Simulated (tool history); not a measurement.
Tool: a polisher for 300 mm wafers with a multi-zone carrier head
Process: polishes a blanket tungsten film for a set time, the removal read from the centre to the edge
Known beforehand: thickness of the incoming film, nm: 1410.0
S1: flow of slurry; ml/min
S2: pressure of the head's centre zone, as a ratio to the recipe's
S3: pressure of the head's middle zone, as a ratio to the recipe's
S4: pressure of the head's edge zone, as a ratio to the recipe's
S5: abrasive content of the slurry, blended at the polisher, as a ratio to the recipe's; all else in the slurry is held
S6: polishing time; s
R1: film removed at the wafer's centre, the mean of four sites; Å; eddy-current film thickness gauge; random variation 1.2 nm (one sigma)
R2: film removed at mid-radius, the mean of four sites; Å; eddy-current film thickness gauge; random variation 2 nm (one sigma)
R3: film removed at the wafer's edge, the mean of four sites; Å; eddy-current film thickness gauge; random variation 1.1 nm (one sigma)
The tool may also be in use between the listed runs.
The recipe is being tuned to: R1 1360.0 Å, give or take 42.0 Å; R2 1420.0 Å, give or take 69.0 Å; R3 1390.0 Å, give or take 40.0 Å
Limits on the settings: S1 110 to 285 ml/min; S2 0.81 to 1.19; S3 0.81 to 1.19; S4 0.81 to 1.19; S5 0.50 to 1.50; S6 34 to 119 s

run 1 day=0.000 | S1=180 S2=1.00 S3=1.00 S4=1.00 S5=1.00 S6=76 | R1=2295.0 R2=2331.5 R3=2302.7
run 2 day=0.325 | S1=180 S2=1.07 S3=1.00 S4=1.00 S5=1.00 S6=76 | R1=2452.6 R2=2303.9 R3=2310.5
run 3 day=0.562 | S1=180 S2=1.14 S3=1.00 S4=1.00 S5=1.00 S6=76 | R1=2600.6 R2=2283.9 R3=2298.8
run 4 day=0.750 | S1=175 S2=1.10 S3=0.99 S4=0.98 S5=0.90 S6=71 | R1=2282.7 R2=2037.7 R3=2087.0
run 5 day=0.971 | S1=170 S2=1.07 S3=1.00 S4=0.96 S5=0.80 S6=67 | R1=2042.3 R2=1953.8 R3=1887.5
run 6 day=1.329 | S1=165 S2=1.04 S3=0.98 S4=0.94 S5=0.75 S6=64 | R1=1827.7 R2=1727.0 R3=1765.6
run 7 day=1.675 | S1=165 S2=1.02 S3=0.98 S4=0.92 S5=0.70 S6=62 | R1=1733.0 R2=1620.5 R3=1664.0
run 8 day=1.871 | S1=160 S2=1.00 S3=0.99 S4=0.90 S5=0.65 S6=61 | R1=1616.9 R2=1623.7 R3=1591.1
run 9 day=2.050 | S1=155 S2=0.99 S3=0.99 S4=0.89 S5=0.60 S6=61 | R1=1580.0 R2=1527.8 R3=1517.0
run 10 day=2.279 | S1=120 S2=0.89 S3=1.02 S4=0.85 S5=0.55 S6=60 | R1=1271.4 R2=1491.0 R3=1393.1
run 11 day=2.433 | S1=125 S2=0.90 S3=1.01 S4=0.85 S5=0.55 S6=60 | R1=1304.5 R2=1477.7 R3=1412.0

Of the 4 settings listed for the next run, only one would bring every result within its allowed miss of target. Which one?
run A day=2.588 | S1=180 S2=0.86 S3=1.11 S4=0.90 S5=0.60 S6=57 | R1=? R2=? R3=?
run B day=2.588 | S1=155 S2=0.97 S3=1.02 S4=0.94 S5=0.75 S6=51 | R1=? R2=? R3=?
run C day=2.588 | S1=125 S2=0.90 S3=1.11 S4=0.81 S5=0.60 S6=56 | R1=? R2=? R3=?
run D day=2.588 | S1=115 S2=0.94 S3=1.08 S4=0.81 S5=0.75 S6=56 | R1=? R2=? R3=?

move=A R1=1310.9 R2=1672.0 R3=1476.2
move=B R1=1358.8 R2=1434.8 R3=1393.3
move=C R1=1256.8 R2=1543.9 R3=1339.5
move=D R1=1359.2 R2=1565.5 R3=1398.2
A: the biggest miss grows against the last run
B: every result within its allowed miss
C: the biggest miss grows against the last run
D: gets the furthest-off result to its target, but another result is out of tolerance
Correct choice: B, which meets every target
